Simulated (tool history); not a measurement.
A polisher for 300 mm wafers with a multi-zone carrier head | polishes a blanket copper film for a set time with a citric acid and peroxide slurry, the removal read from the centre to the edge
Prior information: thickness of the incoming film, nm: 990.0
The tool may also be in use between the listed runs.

run    day  flow of slurry (ml/min)  pressure of the head's centre zone  pressure of the head's middle zone  pressure of the head's edge zone  abrasive content of the slurry  polishing time (s)  film removed at the wafer's centre (Å)  film removed at mid-radius (Å)  film removed at the wafer's edge (Å)
  1  0.000                      235                                1.00                                1.00                              1.00                            1.00                  65                                  1374.6                          1332.5                                1382.7
  2  0.279                      235                                1.00                                1.00                              0.95                            1.00                  65                                  1348.5                          1345.4                                1359.7
  3  0.458                      235                                1.00                                1.00                              0.91                            1.00                  65                                  1367.2                          1331.6                                1334.8
  4  0.567                      230                                1.00                                0.98                              0.91                            0.95                  65                                  1354.3                          1264.3                                1327.2
  5  0.750                      230                                1.00                                0.97                              0.91                            0.90                  65                                  1354.5                          1278.2                                1292.9
  6  1.112                      225                                0.99                                0.95                              0.92                            0.90                  64                                  1330.7                          1205.4                                1277.2

For run 7, what comes out?
  7  1.308                      220                                0.98                                0.94                              0.92                            0.90                  64                                       ?                               ?                                     ?

film removed at the wafer's centre (Å): 1283.0
film removed at mid-radius (Å): 1203.2
film removed at the wafer's edge (Å): 1297.8

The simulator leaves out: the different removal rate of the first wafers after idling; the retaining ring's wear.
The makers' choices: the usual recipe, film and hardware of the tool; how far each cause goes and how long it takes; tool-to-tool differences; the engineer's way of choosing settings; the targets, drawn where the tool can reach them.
